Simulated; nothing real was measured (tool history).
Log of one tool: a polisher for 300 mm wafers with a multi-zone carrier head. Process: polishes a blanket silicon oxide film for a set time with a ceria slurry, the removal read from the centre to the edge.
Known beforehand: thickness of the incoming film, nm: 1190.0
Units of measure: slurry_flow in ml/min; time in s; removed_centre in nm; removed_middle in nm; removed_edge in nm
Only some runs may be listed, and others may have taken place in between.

run,hour,slurry_flow,centre_zone,middle_zone,edge_zone,time,removed_centre,removed_middle,removed_edge
1,0.0,240,1.00,1.00,1.00,61,172.700,168.180,173.340
2,3.1,240,0.99,1.01,0.98,57,160.240,159.320,156.740
3,4.2,240,0.97,1.00,0.96,55,150.330,151.210,151.390
4,12.9,240,0.97,1.01,0.95,52,141.770,144.190,141.250
5,18.6,240,0.97,1.01,0.94,50,136.630,138.840,135.560
6,20.5,240,0.97,1.01,0.93,48,131.300,135.180,126.930
7,22.2,240,0.97,1.01,0.93,48,131.700,132.670,132.720
8,23.9,240,0.97,1.02,0.92,46,123.710,129.980,123.140
9,25.9,240,0.97,1.02,0.91,45,124.340,126.170,118.300
10,29.9,220,0.87,1.04,0.81,34,82.218,96.621,85.988
11,32.7,230,0.88,1.04,0.81,34,86.078,96.377,84.654
12,34.1,230,0.88,1.04,0.81,34,84.200,97.375,84.933

The next listed run, before its measurement:
13,40.2,235,0.89,1.04,0.82,34,?,?,?

Logged for run 13: removed_centre 84.998 nm, removed_middle 97.428 nm, removed_edge 84.735 nm.
